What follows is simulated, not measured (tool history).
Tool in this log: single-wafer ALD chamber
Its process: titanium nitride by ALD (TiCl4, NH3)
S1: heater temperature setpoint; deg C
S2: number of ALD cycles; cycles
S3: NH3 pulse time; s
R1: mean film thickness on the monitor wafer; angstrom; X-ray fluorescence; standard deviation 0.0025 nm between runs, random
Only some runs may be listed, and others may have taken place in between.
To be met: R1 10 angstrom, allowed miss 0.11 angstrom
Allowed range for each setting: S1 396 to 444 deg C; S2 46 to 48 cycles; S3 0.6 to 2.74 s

run	hour	S1	S2	S3	R1
1	0	420	48	1.67	10.886
2	3	414	47	1.38	10.443
3	4.8	414	47	1.54	10.5
4	9.2	414	47	1.92	10.649
5	17.6	410	47	1.75	10.622
6	22.6	409	47	1.49	10.472
7	29.3	408	47	1.33	10.395
8	37.1	407	47	1.22	10.302
9	40.2	406	47	1.17	10.208

Below are 4 possible settings for the next run. Only one of them brings all results inside the allowed miss of their targets. Which is it?
A	43.3	404	46	1.13	?
B	43.3	404	47	1.14	?
C	43.3	412	48	1.02	?
D	43.3	407	48	1.15	?

move	R1
A	9.988
B	10.216
C	10.389
D	10.481
A: all results land within tolerance of their targets
B: about as far from the targets as the last run
C: misses by more than the last run did
D: misses by more than the last run did
Correct choice: A, which meets every target
